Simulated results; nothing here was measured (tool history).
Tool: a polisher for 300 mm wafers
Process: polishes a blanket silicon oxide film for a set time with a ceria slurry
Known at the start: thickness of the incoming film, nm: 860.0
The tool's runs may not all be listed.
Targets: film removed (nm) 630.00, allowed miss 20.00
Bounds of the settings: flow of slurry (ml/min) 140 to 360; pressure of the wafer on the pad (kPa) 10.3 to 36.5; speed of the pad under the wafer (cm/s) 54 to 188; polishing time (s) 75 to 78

run,hour,flow of slurry (ml/min),pressure of the wafer on the pad (kPa),speed of the pad under the wafer (cm/s),polishing time (s),film removed (nm)
1,0.0,230,23.4,120,75,390.48
2,6.2,230,29.0,120,75,487.33
3,9.7,185,29.0,120,75,467.68
4,18.6,185,34.5,120,75,562.17
5,20.4,195,35.2,120,75,580.13
6,24.5,200,35.2,120,75,575.54
7,26.6,205,35.2,120,75,582.85
8,35.1,210,35.2,120,75,571.70
9,39.0,210,35.2,122,75,585.99

4 next moves are on the table. One of them brings every result within its allowed miss. Which?
A,42.9,165,35.2,110,78,?
B,42.9,140,34.5,132,77,?
C,42.9,220,33.1,132,78,?
D,42.9,165,34.5,114,75,?

move,film removed (nm)
A,524.79
B,586.20
C,617.65
D,512.32
A: further off than the last run
B: as far off as the last run
C: meets every target
D: further off than the last run
Move C is the one to make.
